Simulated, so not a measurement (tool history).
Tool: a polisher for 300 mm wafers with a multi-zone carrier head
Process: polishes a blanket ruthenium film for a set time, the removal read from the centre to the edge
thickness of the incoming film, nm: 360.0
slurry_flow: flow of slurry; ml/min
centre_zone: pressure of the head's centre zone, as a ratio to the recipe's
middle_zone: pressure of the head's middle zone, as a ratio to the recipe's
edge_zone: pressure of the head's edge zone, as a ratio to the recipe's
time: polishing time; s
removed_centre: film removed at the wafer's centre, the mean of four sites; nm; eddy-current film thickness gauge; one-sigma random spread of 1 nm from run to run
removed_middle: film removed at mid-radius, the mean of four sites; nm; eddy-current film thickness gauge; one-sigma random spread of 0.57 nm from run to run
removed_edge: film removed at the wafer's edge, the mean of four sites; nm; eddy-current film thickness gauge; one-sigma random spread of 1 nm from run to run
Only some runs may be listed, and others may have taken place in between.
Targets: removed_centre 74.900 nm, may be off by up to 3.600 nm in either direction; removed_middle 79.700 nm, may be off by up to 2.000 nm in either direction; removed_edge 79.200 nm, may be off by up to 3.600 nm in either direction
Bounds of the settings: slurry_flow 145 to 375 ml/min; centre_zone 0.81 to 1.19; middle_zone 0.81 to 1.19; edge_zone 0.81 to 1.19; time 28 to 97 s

| run | day | slurry_flow | centre_zone | middle_zone | edge_zone | time | removed_centre | removed_middle | removed_edge |
|---|---|---|---|---|---|---|---|---|---|
| 1 | 0.000 | 240 | 1.00 | 1.00 | 1.00 | 62 | 59.283 | 59.605 | 57.937 |
| 2 | 0.262 | 240 | 0.93 | 1.00 | 1.00 | 62 | 54.953 | 59.141 | 58.139 |
| 3 | 0.433 | 245 | 0.95 | 1.02 | 1.04 | 66 | 60.061 | 63.604 | 63.824 |
| 4 | 0.783 | 245 | 0.91 | 1.02 | 1.04 | 66 | 57.417 | 65.079 | 64.180 |
| 5 | 0.938 | 245 | 0.91 | 1.02 | 0.97 | 66 | 57.553 | 64.272 | 60.069 |
| 6 | 1.171 | 290 | 0.91 | 1.02 | 0.97 | 66 | 58.616 | 65.434 | 62.010 |
| 7 | 1.350 | 300 | 0.95 | 1.05 | 1.02 | 68 | 65.259 | 69.653 | 65.842 |
| 8 | 1.379 | 305 | 0.95 | 1.07 | 1.06 | 70 | 66.396 | 73.373 | 69.368 |
| 9 | 1.567 | 310 | 0.96 | 1.07 | 1.09 | 71 | 65.977 | 73.960 | 72.760 |
| 10 | 1.596 | 330 | 1.06 | 1.11 | 1.12 | 75 | 79.438 | 80.799 | 76.899 |

Consider the 4 candidate settings below. Which is the only one whose results all fall within their allowed miss of target?
| A | 1.625 | 375 | 1.04 | 1.16 | 1.10 | 75 | ? | ? | ? |
| B | 1.625 | 330 | 1.19 | 1.13 | 1.17 | 71 | ? | ? | ? |
| C | 1.625 | 370 | 0.99 | 1.06 | 1.17 | 76 | ? | ? | ? |
| D | 1.625 | 275 | 1.03 | 1.16 | 1.13 | 76 | ? | ? | ? |

| move | removed_centre | removed_middle | removed_edge |
|---|---|---|---|
| A | 79.309 | 85.236 | 77.368 |
| B | 84.929 | 77.953 | 74.984 |
| C | 76.329 | 79.873 | 80.962 |
| D | 77.008 | 83.837 | 77.675 |
A: the biggest miss grows against the last run
B: the biggest miss grows against the last run
C: every result lands within tolerance
D: corrects the largest miss of the last run, while another result sits out of spec
Answer: C
